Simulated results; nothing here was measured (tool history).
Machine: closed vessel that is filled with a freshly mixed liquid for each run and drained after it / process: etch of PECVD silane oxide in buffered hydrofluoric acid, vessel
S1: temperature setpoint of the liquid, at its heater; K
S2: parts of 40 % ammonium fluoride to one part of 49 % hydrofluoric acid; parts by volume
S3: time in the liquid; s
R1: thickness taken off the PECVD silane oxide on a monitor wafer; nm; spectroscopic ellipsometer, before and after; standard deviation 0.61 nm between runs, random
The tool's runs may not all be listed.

run 1 hour=0 | S1=295.15 S2=11 S3=95 | R1=182.2
run 2 hour=4.1 | S1=298.65 S2=11 S3=95 | R1=220.42
run 3 hour=6.7 | S1=296.65 S2=11 S3=95 | R1=197.52
run 4 hour=11.5 | S1=300.15 S2=11 S3=95 | R1=237.45
run 5 hour=13.5 | S1=297.65 S2=11 S3=95 | R1=208.96
run 6 hour=21.6 | S1=297.65 S2=11 S3=95 | R1=209.37
run 7 hour=28 | S1=296.15 S2=11 S3=95 | R1=193.17
run 8 hour=33.6 | S1=296.15 S2=11 S3=95 | R1=191.73
run 9 hour=41.2 | S1=295.15 S2=11 S3=95 | R1=182.52
run 10 hour=46 | S1=294.15 S2=11 S3=95 | R1=171.64

Run 11 has not been measured yet. What should we expect?
run 11 hour=47.6 | S1=293.65 S2=11 S3=95 | R1=?

Run 11 came out at R1 165.91 nm.
